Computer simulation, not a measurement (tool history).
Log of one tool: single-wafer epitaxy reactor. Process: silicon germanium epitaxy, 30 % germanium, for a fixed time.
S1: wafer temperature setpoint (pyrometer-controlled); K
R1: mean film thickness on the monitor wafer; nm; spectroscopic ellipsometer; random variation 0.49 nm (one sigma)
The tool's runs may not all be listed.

Run 1, hour 0.0: S1 883.15 K, chamber pressure (mTorr) 17000. Result: R1 72.931 nm.
Run 2, hour 7.8: S1 883.15 K, chamber pressure (mTorr) 19500. Result: R1 76.498 nm.
Run 3, hour 14.3: S1 883.15 K, chamber pressure (mTorr) 17700. Result: R1 73.674 nm.
Run 4, hour 19.3: S1 885.15 K, chamber pressure (mTorr) 17700. Result: R1 75.997 nm.
Run 5, hour 27.2: S1 878.15 K, chamber pressure (mTorr) 17700. Result: R1 67.865 nm.
Run 6, hour 33.8: S1 878.15 K, chamber pressure (mTorr) 16500. Result: R1 67.015 nm.

Forecast run 7:
Run 7, hour 41.3: S1 882.15 K, chamber pressure (mTorr) 16600. Result: R1 ?.

Run 7 gave R1 71.353 nm.

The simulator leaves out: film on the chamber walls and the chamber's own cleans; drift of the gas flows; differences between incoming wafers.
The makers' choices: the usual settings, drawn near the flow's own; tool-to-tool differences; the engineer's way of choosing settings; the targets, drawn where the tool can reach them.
